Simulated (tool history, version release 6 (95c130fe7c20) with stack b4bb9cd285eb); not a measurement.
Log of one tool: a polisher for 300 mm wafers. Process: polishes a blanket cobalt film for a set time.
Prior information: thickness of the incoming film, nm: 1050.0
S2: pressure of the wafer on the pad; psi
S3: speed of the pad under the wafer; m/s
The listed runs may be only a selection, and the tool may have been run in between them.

run 1 day=0.000 | flow_of_slurry_(ml/min)=300 S2=2.5 S3=0.84 polishing_time_(s)=68 | film_removed_(angstrom)=3645.4
run 2 day=0.075 | flow_of_slurry_(ml/min)=300 S2=2.6 S3=0.84 polishing_time_(s)=68 | film_removed_(angstrom)=3686.5
run 3 day=0.138 | flow_of_slurry_(ml/min)=230 S2=2.6 S3=0.84 polishing_time_(s)=68 | film_removed_(angstrom)=3677.5
run 4 day=0.496 | flow_of_slurry_(ml/min)=230 S2=2.7 S3=0.84 polishing_time_(s)=68 | film_removed_(angstrom)=3783.9
run 5 day=0.762 | flow_of_slurry_(ml/min)=230 S2=2.8 S3=0.84 polishing_time_(s)=68 | film_removed_(angstrom)=3827.0
run 6 day=0.821 | flow_of_slurry_(ml/min)=265 S2=2.8 S3=0.84 polishing_time_(s)=68 | film_removed_(angstrom)=3983.0
run 7 day=1.117 | flow_of_slurry_(ml/min)=265 S2=2.9 S3=0.84 polishing_time_(s)=68 | film_removed_(angstrom)=4010.6

What will run 8 give?
run 8 day=1.367 | flow_of_slurry_(ml/min)=265 S2=3.0 S3=0.84 polishing_time_(s)=68 | film_removed_(angstrom)=?

film removed (angstrom): 4210.6

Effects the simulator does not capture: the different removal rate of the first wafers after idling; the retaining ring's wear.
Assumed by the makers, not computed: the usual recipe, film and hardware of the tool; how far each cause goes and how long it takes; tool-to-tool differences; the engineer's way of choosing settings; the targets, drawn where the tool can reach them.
